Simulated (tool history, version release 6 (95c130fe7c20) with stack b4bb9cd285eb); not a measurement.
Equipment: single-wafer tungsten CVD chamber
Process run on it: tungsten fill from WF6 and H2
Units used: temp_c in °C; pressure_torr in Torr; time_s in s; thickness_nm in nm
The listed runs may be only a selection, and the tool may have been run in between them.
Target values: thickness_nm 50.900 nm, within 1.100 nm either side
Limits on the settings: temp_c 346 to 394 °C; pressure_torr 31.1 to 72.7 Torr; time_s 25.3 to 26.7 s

Run 1, hour 0.0: temp_c 370 °C, pressure_torr 51.9 Torr, time_s 26.7 s. Result: thickness_nm 59.258 nm.
Run 2, hour 2.6: temp_c 369 °C, pressure_torr 51.9 Torr, time_s 26.7 s. Result: thickness_nm 58.328 nm.
Run 3, hour 10.1: temp_c 368 °C, pressure_torr 51.9 Torr, time_s 26.7 s. Result: thickness_nm 57.215 nm.
Run 4, hour 18.2: temp_c 357 °C, pressure_torr 51.9 Torr, time_s 26.7 s. Result: thickness_nm 46.211 nm.
Run 5, hour 25.6: temp_c 353 °C, pressure_torr 51.9 Torr, time_s 26.7 s. Result: thickness_nm 42.789 nm.
Run 6, hour 29.7: temp_c 354 °C, pressure_torr 52.0 Torr, time_s 26.7 s. Result: thickness_nm 43.668 nm.
Run 7, hour 36.6: temp_c 355 °C, pressure_torr 52.0 Torr, time_s 26.7 s. Result: thickness_nm 44.754 nm.
Run 8, hour 40.5: temp_c 356 °C, pressure_torr 52.0 Torr, time_s 26.7 s. Result: thickness_nm 45.351 nm.
Run 9, hour 48.1: temp_c 357 °C, pressure_torr 52.0 Torr, time_s 26.7 s. Result: thickness_nm 46.323 nm.
Run 10, hour 53.6: temp_c 358 °C, pressure_torr 52.0 Torr, time_s 26.7 s. Result: thickness_nm 47.383 nm.
Run 11, hour 57.4: temp_c 360 °C, pressure_torr 52.1 Torr, time_s 26.7 s. Result: thickness_nm 49.067 nm.

Consider the 4 candidate settings below. Which is the only one whose results all fall within their allowed miss of target?
Run A, hour 61.2: temp_c 360 °C, pressure_torr 49.8 Torr, time_s 25.3 s. Result: thickness_nm ?.
Run B, hour 61.2: temp_c 362 °C, pressure_torr 57.0 Torr, time_s 25.3 s. Result: thickness_nm ?.
Run C, hour 61.2: temp_c 359 °C, pressure_torr 57.1 Torr, time_s 25.3 s. Result: thickness_nm ?.
Run D, hour 61.2: temp_c 358 °C, pressure_torr 56.6 Torr, time_s 26.2 s. Result: thickness_nm ?.

move  thickness_nm
   A        45.330
   B        50.722
   C        47.920
   D        48.451
A: lands further from the targets than the last run did
B: every result lands within tolerance
C: lands further from the targets than the last run did
D: lands further from the targets than the last run did
The move that meets every target is B.
